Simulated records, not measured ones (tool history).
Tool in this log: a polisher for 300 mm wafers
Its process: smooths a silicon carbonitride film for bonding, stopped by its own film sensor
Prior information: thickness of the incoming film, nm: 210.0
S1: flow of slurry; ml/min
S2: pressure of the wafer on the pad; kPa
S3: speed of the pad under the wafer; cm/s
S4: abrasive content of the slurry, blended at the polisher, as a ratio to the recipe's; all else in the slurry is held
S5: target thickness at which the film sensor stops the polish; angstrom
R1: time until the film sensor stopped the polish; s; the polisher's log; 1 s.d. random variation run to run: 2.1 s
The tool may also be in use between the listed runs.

Run 1, hour 0: S1 230 ml/min, S2 10.3 kPa, S3 100 cm/s, S4 1, S5 1820 angstrom. Result: R1 157.8 s.
Run 2, hour 5.6: S1 230 ml/min, S2 11 kPa, S3 102 cm/s, S4 1, S5 1820 angstrom. Result: R1 145.7 s.
Run 3, hour 9.7: S1 230 ml/min, S2 11.7 kPa, S3 102 cm/s, S4 1, S5 1820 angstrom. Result: R1 137 s.
Run 4, hour 13.4: S1 230 ml/min, S2 11.7 kPa, S3 102 cm/s, S4 1, S5 1810 angstrom. Result: R1 146.76 s.
Run 5, hour 15.1: S1 230 ml/min, S2 11.7 kPa, S3 78 cm/s, S4 1, S5 1810 angstrom. Result: R1 170.83 s.
Run 6, hour 16.3: S1 230 ml/min, S2 11.7 kPa, S3 78 cm/s, S4 1.15, S5 1810 angstrom. Result: R1 162.65 s.
Run 7, hour 24.7: S1 230 ml/min, S2 12.4 kPa, S3 80 cm/s, S4 1.15, S5 1810 angstrom. Result: R1 149.13 s.
Run 8, hour 29.4: S1 230 ml/min, S2 13.1 kPa, S3 80 cm/s, S4 1.15, S5 1810 angstrom. Result: R1 142.94 s.

Estimate the outcome of run 9 from the log above:
Run 9, hour 32.5: S1 230 ml/min, S2 13.8 kPa, S3 80 cm/s, S4 1.15, S5 1810 angstrom. Result: R1 ?.

R1: 139.54 s

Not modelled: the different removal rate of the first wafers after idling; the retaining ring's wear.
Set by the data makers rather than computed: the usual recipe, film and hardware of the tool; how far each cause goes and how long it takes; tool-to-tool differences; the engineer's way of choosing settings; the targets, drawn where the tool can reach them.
